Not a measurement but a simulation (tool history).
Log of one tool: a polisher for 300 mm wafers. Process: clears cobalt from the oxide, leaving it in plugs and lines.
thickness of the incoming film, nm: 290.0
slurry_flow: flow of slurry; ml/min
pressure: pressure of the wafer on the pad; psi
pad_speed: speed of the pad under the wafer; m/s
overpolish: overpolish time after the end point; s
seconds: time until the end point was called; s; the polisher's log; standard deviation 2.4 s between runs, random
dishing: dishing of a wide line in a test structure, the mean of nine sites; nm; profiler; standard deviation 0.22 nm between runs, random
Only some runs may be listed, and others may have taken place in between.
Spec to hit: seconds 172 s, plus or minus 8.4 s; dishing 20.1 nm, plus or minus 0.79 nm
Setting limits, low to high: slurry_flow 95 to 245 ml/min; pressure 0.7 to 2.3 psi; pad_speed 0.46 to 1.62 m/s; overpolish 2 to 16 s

Run 1, hour 0: slurry_flow 155 ml/min, pressure 1.5 psi, pad_speed 1.04 m/s, overpolish 8 s. Result: seconds 68.911 s, dishing 28.423 nm.
Run 2, hour 6.2: slurry_flow 145 ml/min, pressure 1.2 psi, pad_speed 0.92 m/s, overpolish 9 s. Result: seconds 94.341 s, dishing 22.739 nm.
Run 3, hour 10.9: slurry_flow 170 ml/min, pressure 1.2 psi, pad_speed 0.92 m/s, overpolish 9 s. Result: seconds 92.722 s, dishing 23.262 nm.
Run 4, hour 19.1: slurry_flow 165 ml/min, pressure 1 psi, pad_speed 0.82 m/s, overpolish 10 s. Result: seconds 126.23 s, dishing 20.065 nm.
Run 5, hour 23.7: slurry_flow 165 ml/min, pressure 0.9 psi, pad_speed 0.8 m/s, overpolish 11 s. Result: seconds 139.72 s, dishing 19.63 nm.
Run 6, hour 28.2: slurry_flow 165 ml/min, pressure 0.8 psi, pad_speed 0.8 m/s, overpolish 12 s. Result: seconds 157.29 s, dishing 18.947 nm.
Run 7, hour 35.6: slurry_flow 145 ml/min, pressure 0.7 psi, pad_speed 0.78 m/s, overpolish 14 s. Result: seconds 188.86 s, dishing 18.832 nm.
Run 8, hour 37.9: slurry_flow 155 ml/min, pressure 0.7 psi, pad_speed 0.78 m/s, overpolish 14 s. Result: seconds 182.19 s, dishing 18.845 nm.
Run 9, hour 40.5: slurry_flow 160 ml/min, pressure 0.7 psi, pad_speed 0.78 m/s, overpolish 14 s. Result: seconds 182.58 s, dishing 19.215 nm.
Run 10, hour 42.2: slurry_flow 160 ml/min, pressure 0.7 psi, pad_speed 0.78 m/s, overpolish 14 s. Result: seconds 178.98 s, dishing 19.069 nm.
Run 11, hour 51.2: slurry_flow 165 ml/min, pressure 0.7 psi, pad_speed 0.78 m/s, overpolish 14 s. Result: seconds 178.44 s, dishing 19.085 nm.
Run 12, hour 57.4: slurry_flow 170 ml/min, pressure 0.7 psi, pad_speed 0.78 m/s, overpolish 14 s. Result: seconds 178.85 s, dishing 19.243 nm.

Exercise: of the 5 proposed moves below, exactly one satisfies all targets within the stated allowed misses. Which move is it?
Run A, hour 63.6: slurry_flow 155 ml/min, pressure 0.7 psi, pad_speed 0.84 m/s, overpolish 14 s. Result: seconds ?, dishing ?.
Run B, hour 63.6: slurry_flow 195 ml/min, pressure 0.7 psi, pad_speed 0.94 m/s, overpolish 11 s. Result: seconds ?, dishing ?.
Run C, hour 63.6: slurry_flow 170 ml/min, pressure 0.7 psi, pad_speed 0.74 m/s, overpolish 13 s. Result: seconds ?, dishing ?.
Run D, hour 63.6: slurry_flow 200 ml/min, pressure 0.7 psi, pad_speed 0.74 m/s, overpolish 15 s. Result: seconds ?, dishing ?.
Run E, hour 63.6: slurry_flow 145 ml/min, pressure 0.8 psi, pad_speed 0.86 m/s, overpolish 11 s. Result: seconds ?, dishing ?.

move  seconds  dishing
   A   172.36   19.742
   B   149.85   18.062
   C   192.11   16.835
   D   188.08   19.449
   E    150.1   18.032
A: meets every target
B: moves away from the targets compared with the last run
C: moves away from the targets compared with the last run
D: brings the result that was furthest off to its target, and leaves another outside
E: moves away from the targets compared with the last run
Go with A: it meets all targets.
